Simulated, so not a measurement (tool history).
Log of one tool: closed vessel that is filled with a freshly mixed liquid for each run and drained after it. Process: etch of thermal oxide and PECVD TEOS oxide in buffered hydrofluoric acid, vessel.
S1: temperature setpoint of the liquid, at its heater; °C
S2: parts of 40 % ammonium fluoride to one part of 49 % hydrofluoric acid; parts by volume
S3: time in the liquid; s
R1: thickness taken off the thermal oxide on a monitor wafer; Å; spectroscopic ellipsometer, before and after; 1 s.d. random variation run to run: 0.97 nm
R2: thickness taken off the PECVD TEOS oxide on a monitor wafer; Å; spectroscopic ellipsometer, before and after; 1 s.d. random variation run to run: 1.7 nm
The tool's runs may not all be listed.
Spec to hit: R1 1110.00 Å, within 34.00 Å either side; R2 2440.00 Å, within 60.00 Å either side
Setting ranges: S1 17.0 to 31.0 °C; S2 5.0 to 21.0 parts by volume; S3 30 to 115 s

run,day,S1,S2,S3,R1,R2
1,0.000,23.0,13.0,60,515.61,1117.60
2,0.375,23.0,15.0,60,446.77,977.08
3,0.629,25.5,12.5,60,614.90,1332.90
4,0.871,25.5,11.0,60,697.85,1513.10
5,1.225,25.5,8.0,60,914.40,2041.50
6,1.496,27.0,8.0,60,1001.50,2192.60
7,1.662,27.5,8.0,60,1020.20,2253.60
8,1.717,28.0,8.0,60,1043.50,2283.90
9,1.788,28.5,8.0,60,1088.10,2374.70

Exercise: of the 4 proposed moves below, exactly one satisfies all targets within the stated allowed misses. Which move is it?
A,1.858,31.0,8.5,55,?,?
B,1.858,25.5,6.5,55,?,?
C,1.858,29.5,7.5,55,?,?
D,1.858,28.5,7.0,50,?,?

move,R1,R2
A,1042.60,2313.10
B,1024.70,2273.40
C,1103.60,2448.50
D,1025.20,2274.70
A: further off than the last run
B: further off than the last run
C: hits every target within its allowed miss
D: further off than the last run
C meets every target.
